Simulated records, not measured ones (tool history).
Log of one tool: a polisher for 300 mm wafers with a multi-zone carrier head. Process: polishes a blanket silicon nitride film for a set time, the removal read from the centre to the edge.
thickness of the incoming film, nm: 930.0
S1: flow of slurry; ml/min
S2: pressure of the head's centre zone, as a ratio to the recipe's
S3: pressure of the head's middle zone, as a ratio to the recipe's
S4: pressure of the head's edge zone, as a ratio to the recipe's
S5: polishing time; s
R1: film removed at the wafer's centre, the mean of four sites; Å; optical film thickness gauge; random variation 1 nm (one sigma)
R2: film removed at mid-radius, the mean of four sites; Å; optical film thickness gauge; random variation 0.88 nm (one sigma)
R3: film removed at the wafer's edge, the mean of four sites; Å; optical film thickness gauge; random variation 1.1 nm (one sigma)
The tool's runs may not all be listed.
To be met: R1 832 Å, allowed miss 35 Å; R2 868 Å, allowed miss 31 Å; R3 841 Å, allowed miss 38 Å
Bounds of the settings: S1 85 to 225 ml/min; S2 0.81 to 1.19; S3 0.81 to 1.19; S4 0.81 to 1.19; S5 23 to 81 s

{"run": 1, "hour": 0.0, "S1": 145, "S2": 1, "S3": 1, "S4": 1, "S5": 52, "R1": 526.54, "R2": 532.86, "R3": 519.52}
{"run": 2, "hour": 3.5, "S1": 145, "S2": 1, "S3": 1, "S4": 1, "S5": 39, "R1": 396.57, "R2": 397.48, "R3": 412.97}
{"run": 3, "hour": 8.1, "S1": 180, "S2": 1, "S3": 1, "S4": 1, "S5": 39, "R1": 411.39, "R2": 415.39, "R3": 414.07}
{"run": 4, "hour": 12.6, "S1": 165, "S2": 1, "S3": 1.01, "S4": 1.04, "S5": 49, "R1": 510.08, "R2": 523.22, "R3": 524.3}
{"run": 5, "hour": 18.2, "S1": 165, "S2": 1.02, "S3": 1.04, "S4": 1.08, "S5": 54, "R1": 585.98, "R2": 586.97, "R3": 577.22}
{"run": 6, "hour": 24.7, "S1": 165, "S2": 1.02, "S3": 1, "S4": 1.08, "S5": 54, "R1": 567.29, "R2": 560.5, "R3": 599.67}
{"run": 7, "hour": 30.9, "S1": 170, "S2": 1.02, "S3": 1.02, "S4": 1.11, "S5": 58, "R1": 628.55, "R2": 609.5, "R3": 637.12}
{"run": 8, "hour": 35.7, "S1": 170, "S2": 1.01, "S3": 1.04, "S4": 1.12, "S5": 62, "R1": 670.52, "R2": 670.44, "R3": 688.81}
{"run": 9, "hour": 41.2, "S1": 175, "S2": 1.01, "S3": 1.06, "S4": 1.13, "S5": 65, "R1": 714.35, "R2": 719.16, "R3": 710.29}
{"run": 10, "hour": 43.1, "S1": 175, "S2": 1, "S3": 1.07, "S4": 1.14, "S5": 68, "R1": 718.06, "R2": 752.33, "R3": 764.86}
{"run": 11, "hour": 44.5, "S1": 180, "S2": 1.01, "S3": 1.08, "S4": 1.15, "S5": 69, "R1": 753.58, "R2": 789.08, "R3": 781.87}
{"run": 12, "hour": 52.0, "S1": 210, "S2": 1.02, "S3": 1.09, "S4": 1.19, "S5": 71, "R1": 773.31, "R2": 841.85, "R3": 829.76}
{"run": 13, "hour": 56.8, "S1": 210, "S2": 1.03, "S3": 1.09, "S4": 1.19, "S5": 71, "R1": 794.87, "R2": 831.61, "R3": 848.19}
{"run": 14, "hour": 57.5, "S1": 210, "S2": 1.04, "S3": 1.1, "S4": 1.18, "S5": 71, "R1": 805.96, "R2": 829.95, "R3": 844.17}

Which of these 4 next moves meets every target?
{"run": "A", "hour": 58.2, "S1": 225, "S2": 1.05, "S3": 1, "S4": 1.19, "S5": 72, "R1": "?", "R2": "?", "R3": "?"}
{"run": "B", "hour": 58.2, "S1": 225, "S2": 1.06, "S3": 1, "S4": 1.19, "S5": 67, "R1": "?", "R2": "?", "R3": "?"}
{"run": "C", "hour": 58.2, "S1": 200, "S2": 1.03, "S3": 1.12, "S4": 1.15, "S5": 74, "R1": "?", "R2": "?", "R3": "?"}
{"run": "D", "hour": 58.2, "S1": 225, "S2": 1.05, "S3": 1.02, "S4": 1.19, "S5": 70, "R1": "?", "R2": "?", "R3": "?"}

move=A R1=823.21 R2=798.28 R3=873.25
move=B R1=773.39 R2=742.8 R3=812.61
move=C R1=816.46 R2=889.96 R3=870.3
move=D R1=800.45 R2=789.21 R3=848.77
A: further off than the last run
B: further off than the last run
C: meets every target
D: further off than the last run
The right move is C.
